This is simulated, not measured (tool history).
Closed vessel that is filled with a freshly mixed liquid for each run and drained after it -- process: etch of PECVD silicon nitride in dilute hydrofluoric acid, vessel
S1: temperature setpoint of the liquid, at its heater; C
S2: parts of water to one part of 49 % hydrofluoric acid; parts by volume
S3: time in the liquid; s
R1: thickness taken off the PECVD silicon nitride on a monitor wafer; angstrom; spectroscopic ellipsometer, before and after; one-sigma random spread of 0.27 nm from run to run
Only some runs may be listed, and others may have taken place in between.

run 1 hour=0.0 | S1=24.0 S2=100 S3=2220 | R1=801.10
run 2 hour=1.5 | S1=21.5 S2=100 S3=2220 | R1=693.58
run 3 hour=10.4 | S1=21.0 S2=105 S3=2220 | R1=626.97
run 4 hour=15.4 | S1=20.5 S2=110 S3=2220 | R1=575.85
run 5 hour=17.7 | S1=20.0 S2=115 S3=2220 | R1=532.67
run 6 hour=25.0 | S1=20.0 S2=125 S3=2220 | R1=501.66
-- hour=26.4 hydrofluoric acid flow meter replaced
run 7 hour=26.4 | S1=19.5 S2=130 S3=2220 | R1=430.18
run 8 hour=33.2 | S1=19.0 S2=130 S3=2220 | R1=417.39
run 9 hour=41.3 | S1=18.0 S2=135 S3=2220 | R1=383.83

What does the tool deliver on the next run?
run 10 hour=45.9 | S1=17.5 S2=140 S3=2220 | R1=?

R1: 358.10 angstrom

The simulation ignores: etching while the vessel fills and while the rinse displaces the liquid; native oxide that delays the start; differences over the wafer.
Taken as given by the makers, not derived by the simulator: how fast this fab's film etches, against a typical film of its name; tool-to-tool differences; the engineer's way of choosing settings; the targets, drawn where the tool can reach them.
